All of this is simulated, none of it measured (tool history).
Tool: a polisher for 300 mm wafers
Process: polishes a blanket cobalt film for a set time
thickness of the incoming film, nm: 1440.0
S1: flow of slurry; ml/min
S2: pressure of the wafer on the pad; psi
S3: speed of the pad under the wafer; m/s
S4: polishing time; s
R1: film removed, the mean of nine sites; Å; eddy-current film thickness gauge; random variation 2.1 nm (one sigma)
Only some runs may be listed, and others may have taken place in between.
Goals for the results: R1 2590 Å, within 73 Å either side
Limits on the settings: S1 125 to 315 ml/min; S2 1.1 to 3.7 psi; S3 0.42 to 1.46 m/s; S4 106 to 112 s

| run | hour | S1 | S2 | S3 | S4 | R1 |
|---|---|---|---|---|---|---|
| 1 | 0 | 205 | 2.4 | 0.94 | 106 | 5638.6 |
| 2 | 2.6 | 200 | 2.1 | 0.88 | 106 | 4659.3 |
| 3 | 11.1 | 195 | 1.8 | 0.84 | 106 | 3755.5 |
| 4 | 11.8 | 195 | 1.8 | 0.7 | 106 | 3136 |
| 5 | 13.4 | 190 | 1.7 | 0.7 | 106 | 2991.5 |
| 6 | 19.4 | 190 | 1.7 | 0.52 | 106 | 2216.5 |
| 7 | 23.8 | 200 | 1.8 | 0.52 | 106 | 2393.6 |
| 8 | 29.8 | 210 | 1.8 | 0.52 | 106 | 2363.6 |

Below are 4 possible settings for the next run. Only one of them brings all results inside the allowed miss of their targets. Which is it?
| A | 35.8 | 265 | 2.1 | 0.42 | 112 | ? |
| B | 35.8 | 135 | 1.9 | 0.5 | 112 | ? |
| C | 35.8 | 245 | 1.7 | 0.58 | 107 | ? |
| D | 35.8 | 230 | 1.7 | 0.54 | 106 | ? |

| move | R1 |
|---|---|
| A | 2449.5 |
| B | 2450.2 |
| C | 2572.5 |
| D | 2367.6 |
A: an improvement on the last run, though not all results are within tolerance
B: an improvement on the last run, though not all results are within tolerance
C: meets every target
D: neither nearer nor further off than the last run
So the answer is move C, the one that meets all the targets.
